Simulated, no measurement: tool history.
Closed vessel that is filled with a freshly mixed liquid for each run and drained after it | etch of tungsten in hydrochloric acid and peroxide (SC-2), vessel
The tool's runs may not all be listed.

run,hour,temperature setpoint of the liquid (C),parts of water to one part each of 37 % hydrochloric acid and 30 % peroxide (parts by volume),time in the liquid (s),thickness taken off the tungsten on a monitor wafer (angstrom)
1,0,54,8,35,118.04
2,6.1,54,8,30,99.812
3,11.3,54,8,35,116.72
4,15.9,54,8,35,117.42
5,19.7,55,8,35,125.72
6,25.7,55.5,8,35,128.42
7,26.7,56,8,35,134.04

Forecast run 8:
8,29.3,60,8,35,?

thickness taken off the tungsten on a monitor wafer (angstrom): 173.5
